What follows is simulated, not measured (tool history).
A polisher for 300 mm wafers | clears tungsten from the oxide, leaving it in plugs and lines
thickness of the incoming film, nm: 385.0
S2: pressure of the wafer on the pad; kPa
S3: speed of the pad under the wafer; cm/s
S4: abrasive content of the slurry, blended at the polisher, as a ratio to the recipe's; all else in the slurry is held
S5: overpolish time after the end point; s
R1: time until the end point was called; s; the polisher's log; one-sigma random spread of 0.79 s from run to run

Run 1, hour 0.0: flow of slurry (ml/min) 190, S2 26.2 kPa, S3 94 cm/s, S4 1.00, S5 39 s. Result: R1 100.550 s.
Run 2, hour 6.2: flow of slurry (ml/min) 190, S2 26.2 kPa, S3 94 cm/s, S4 0.85, S5 39 s. Result: R1 104.280 s.
Run 3, hour 12.4: flow of slurry (ml/min) 190, S2 26.2 kPa, S3 94 cm/s, S4 0.85, S5 39 s. Result: R1 105.700 s.
Run 4, hour 18.6: flow of slurry (ml/min) 230, S2 26.2 kPa, S3 94 cm/s, S4 0.85, S5 39 s. Result: R1 101.770 s.
Run 5, hour 22.9: flow of slurry (ml/min) 230, S2 26.2 kPa, S3 94 cm/s, S4 0.75, S5 39 s. Result: R1 103.210 s.
Run 6, hour 26.9: flow of slurry (ml/min) 230, S2 26.2 kPa, S3 78 cm/s, S4 0.75, S5 39 s. Result: R1 117.630 s.
Run 7, hour 28.3: flow of slurry (ml/min) 230, S2 29.0 kPa, S3 78 cm/s, S4 0.75, S5 39 s. Result: R1 107.790 s.
Run 8, hour 29.4: flow of slurry (ml/min) 230, S2 31.0 kPa, S3 78 cm/s, S4 0.75, S5 39 s. Result: R1 103.810 s.
Run 9, hour 35.8: flow of slurry (ml/min) 230, S2 33.1 kPa, S3 80 cm/s, S4 0.75, S5 39 s. Result: R1 99.598 s.
Run 10, hour 36.5: flow of slurry (ml/min) 230, S2 34.5 kPa, S3 84 cm/s, S4 0.75, S5 39 s. Result: R1 91.965 s.
Run 11, hour 42.4: flow of slurry (ml/min) 230, S2 35.9 kPa, S3 86 cm/s, S4 0.75, S5 39 s. Result: R1 86.240 s.
Run 12, hour 48.2: flow of slurry (ml/min) 230, S2 36.5 kPa, S3 88 cm/s, S4 0.75, S5 39 s. Result: R1 85.201 s.
Run 13, hour 53.6: flow of slurry (ml/min) 230, S2 37.2 kPa, S3 90 cm/s, S4 0.75, S5 39 s. Result: R1 84.803 s.
Run 14, hour 58.2: flow of slurry (ml/min) 230, S2 37.2 kPa, S3 90 cm/s, S4 0.75, S5 39 s. Result: R1 82.634 s.
Run 15, hour 59.4: flow of slurry (ml/min) 230, S2 37.9 kPa, S3 92 cm/s, S4 0.75, S5 39 s. Result: R1 82.602 s.

What does the tool deliver on the next run?
Run 16, hour 67.8: flow of slurry (ml/min) 230, S2 38.6 kPa, S3 94 cm/s, S4 0.75, S5 39 s. Result: R1 ?.

For run 16 the tool returned R1 78.899 s.
